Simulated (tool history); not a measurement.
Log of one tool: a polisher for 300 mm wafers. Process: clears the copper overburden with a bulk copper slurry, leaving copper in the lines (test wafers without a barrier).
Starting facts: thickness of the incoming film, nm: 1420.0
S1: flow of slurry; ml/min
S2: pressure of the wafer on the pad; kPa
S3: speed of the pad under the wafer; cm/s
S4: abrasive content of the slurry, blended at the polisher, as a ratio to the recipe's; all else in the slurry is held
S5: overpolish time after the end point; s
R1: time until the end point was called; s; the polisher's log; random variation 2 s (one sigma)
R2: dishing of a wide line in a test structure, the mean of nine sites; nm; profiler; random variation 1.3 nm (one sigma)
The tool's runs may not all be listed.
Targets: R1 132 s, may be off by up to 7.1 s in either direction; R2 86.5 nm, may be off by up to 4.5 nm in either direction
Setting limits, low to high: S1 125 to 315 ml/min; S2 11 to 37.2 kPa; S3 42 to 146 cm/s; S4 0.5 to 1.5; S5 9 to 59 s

{"run": 1, "hour": 0.0, "S1": 205, "S2": 24.1, "S3": 94, "S4": 1, "S5": 30, "R1": 158.54, "R2": 114.17}
{"run": 2, "hour": 5.2, "S1": 205, "S2": 23.4, "S3": 100, "S4": 1, "S5": 24, "R1": 153.77, "R2": 106.56}
{"run": 3, "hour": 11.2, "S1": 210, "S2": 22.1, "S3": 108, "S4": 1.05, "S5": 20, "R1": 144.02, "R2": 96.887}
{"run": 4, "hour": 12.8, "S1": 215, "S2": 22.1, "S3": 110, "S4": 1.05, "S5": 18, "R1": 145.69, "R2": 90.444}
{"run": 5, "hour": 19.1, "S1": 215, "S2": 22.8, "S3": 112, "S4": 1.05, "S5": 17, "R1": 138.64, "R2": 93.592}
{"run": 6, "hour": 23.4, "S1": 215, "S2": 22.8, "S3": 112, "S4": 1.05, "S5": 24, "R1": 138.3, "R2": 110.09}
{"run": 7, "hour": 27.5, "S1": 215, "S2": 22.8, "S3": 112, "S4": 1.05, "S5": 21, "R1": 137.79, "R2": 104.53}
{"run": 8, "hour": 28.1, "S1": 215, "S2": 22.8, "S3": 112, "S4": 1.05, "S5": 18, "R1": 135.74, "R2": 96.989}

Next run, 5 choices. One meets every target within its allowed miss, the rest don't. Which?
{"run": "A", "hour": 28.7, "S1": 200, "S2": 24.1, "S3": 120, "S4": 1.1, "S5": 22, "R1": "?", "R2": "?"}
{"run": "B", "hour": 28.7, "S1": 260, "S2": 27.6, "S3": 108, "S4": 1.05, "S5": 29, "R1": "?", "R2": "?"}
{"run": "C", "hour": 28.7, "S1": 210, "S2": 22.1, "S3": 108, "S4": 1.05, "S5": 16, "R1": "?", "R2": "?"}
{"run": "D", "hour": 28.7, "S1": 170, "S2": 22.8, "S3": 122, "S4": 0.95, "S5": 15, "R1": "?", "R2": "?"}
{"run": "E", "hour": 28.7, "S1": 200, "S2": 20.7, "S3": 116, "S4": 1.05, "S5": 13, "R1": "?", "R2": "?"}

move=A R1=123.57 R2=112
move=B R1=121.16 R2=128.22
move=C R1=145.03 R2=86.064
move=D R1=133.59 R2=87.251
move=E R1=142.81 R2=75.717
A: lands further from the targets than the last run did
B: lands further from the targets than the last run did
C: corrects the largest miss of the last run, while another result sits out of spec
D: in spec on every target
E: takes the result that was furthest off past its target
Correct choice: D, which meets every target
